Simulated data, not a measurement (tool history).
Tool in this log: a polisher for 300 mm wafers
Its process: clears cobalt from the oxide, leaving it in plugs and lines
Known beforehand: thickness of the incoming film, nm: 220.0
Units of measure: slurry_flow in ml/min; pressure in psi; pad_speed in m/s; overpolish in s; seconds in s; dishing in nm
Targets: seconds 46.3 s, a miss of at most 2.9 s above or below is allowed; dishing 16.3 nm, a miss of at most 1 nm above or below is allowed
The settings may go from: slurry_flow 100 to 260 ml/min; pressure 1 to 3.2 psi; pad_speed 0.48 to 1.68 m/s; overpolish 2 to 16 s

run  hour  slurry_flow  pressure  pad_speed  overpolish  seconds  dishing
  1     0          165       2.1       1.08           8   43.347   27.872
  2   8.2          165       2.1       1.08          11    43.82   34.975
  3  16.3          165       1.8       1.08          11   49.073   31.356
  4  18.5          170       1.7       1.12           8   50.482   25.667
  5  24.5          170       1.7       1.24           8   48.094    26.53
  6  28.6          130       1.7       1.24           8   48.203   26.135
  7  35.7          120       1.8        1.2           6   46.839   22.288
  8    42          120       1.8       1.18           2   47.304   8.7056
  9  49.7          120       1.7       1.24           3    49.14   12.371
 10  58.1          120       1.7       1.28           3   47.166    12.78

Of the 4 settings listed for the next run, only one would bring every result within its allowed miss of target. Which one?
  A  66.5          150       1.7       1.16           2        ?        ?
  B  66.5          105       1.6       1.32           5        ?        ?
  C  66.5          100       2.1       1.06           4        ?        ?
  D  66.5          105       1.9       1.28           3        ?        ?

move  seconds  dishing
   A   49.379   8.4485
   B   48.706    18.66
   C   46.739   16.142
   D   42.527   13.751
A: misses by more than the last run did
B: carries the result that was furthest off beyond its target, to the other side
C: all results land within tolerance of their targets
D: nearer the targets than the last run, but a result is still out of spec
So the answer is move C, the one that meets all the targets.
